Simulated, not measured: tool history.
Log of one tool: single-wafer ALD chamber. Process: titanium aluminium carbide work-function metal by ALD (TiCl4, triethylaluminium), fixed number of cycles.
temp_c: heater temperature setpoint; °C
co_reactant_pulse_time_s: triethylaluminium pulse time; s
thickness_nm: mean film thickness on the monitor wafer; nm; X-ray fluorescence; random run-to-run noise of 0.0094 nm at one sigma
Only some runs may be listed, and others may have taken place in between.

| run | day | temp_c | co_reactant_pulse_time_s | thickness_nm |
|---|---|---|---|---|
| 1 | 0.000 | 275 | 10.28 | 1.8286 |
| 2 | 0.121 | 275 | 11.87 | 1.8331 |
| 3 | 0.179 | 282 | 11.87 | 1.9312 |
| 4 | 0.246 | 288 | 11.87 | 1.9659 |
| 5 | 0.596 | 283 | 11.87 | 1.9209 |
| 6 | 0.650 | 274 | 11.87 | 1.8511 |
| 7 | 0.825 | 274 | 11.87 | 1.8361 |

Run 8 is up next; what results do you expect?
| 8 | 1.200 | 286 | 13.43 | ? |

{"run 8": {"thickness_nm": 1.9559}}
